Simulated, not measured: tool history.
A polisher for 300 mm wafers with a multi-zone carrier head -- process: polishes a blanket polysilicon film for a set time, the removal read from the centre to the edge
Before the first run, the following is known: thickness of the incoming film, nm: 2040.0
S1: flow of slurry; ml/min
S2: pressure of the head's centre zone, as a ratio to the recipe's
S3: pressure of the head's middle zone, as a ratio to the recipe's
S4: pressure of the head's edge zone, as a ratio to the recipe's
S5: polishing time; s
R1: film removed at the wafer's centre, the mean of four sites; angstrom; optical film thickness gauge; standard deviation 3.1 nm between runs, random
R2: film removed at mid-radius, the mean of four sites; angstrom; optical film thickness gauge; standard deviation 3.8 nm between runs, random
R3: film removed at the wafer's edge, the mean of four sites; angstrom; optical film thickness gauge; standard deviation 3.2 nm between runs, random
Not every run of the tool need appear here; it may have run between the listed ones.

{"run": 1, "day": 0.0, "S1": 190, "S2": 1.0, "S3": 1.0, "S4": 1.0, "S5": 73, "R1": 4937.9, "R2": 5097.7, "R3": 5033.0}
{"run": 2, "day": 0.25, "S1": 185, "S2": 1.01, "S3": 0.95, "S4": 0.97, "S5": 65, "R1": 4406.7, "R2": 4471.2, "R3": 4509.3}
{"run": 3, "day": 0.321, "S1": 185, "S2": 1.04, "S3": 0.92, "S4": 0.96, "S5": 57, "R1": 3950.3, "R2": 3740.0, "R3": 3911.5}
{"run": 4, "day": 0.458, "S1": 180, "S2": 1.05, "S3": 0.9, "S4": 0.93, "S5": 54, "R1": 3819.0, "R2": 3439.3, "R3": 3567.0}
{"run": 5, "day": 0.792, "S1": 180, "S2": 1.05, "S3": 0.9, "S4": 0.97, "S5": 54, "R1": 3756.5, "R2": 3455.8, "R3": 3676.0}
{"run": 6, "day": 1.129, "S1": 180, "S2": 0.99, "S3": 0.9, "S4": 0.97, "S5": 54, "R1": 3580.3, "R2": 3456.6, "R3": 3649.8}

Run 7 has not been measured yet. What should we expect?
{"run": 7, "day": 1.379, "S1": 170, "S2": 1.0, "S3": 0.87, "S4": 0.94, "S5": 54, "R1": "?", "R2": "?", "R3": "?"}

{"run 7": {"R1": 3536.9, "R2": 3222.4, "R3": 3605.4}}

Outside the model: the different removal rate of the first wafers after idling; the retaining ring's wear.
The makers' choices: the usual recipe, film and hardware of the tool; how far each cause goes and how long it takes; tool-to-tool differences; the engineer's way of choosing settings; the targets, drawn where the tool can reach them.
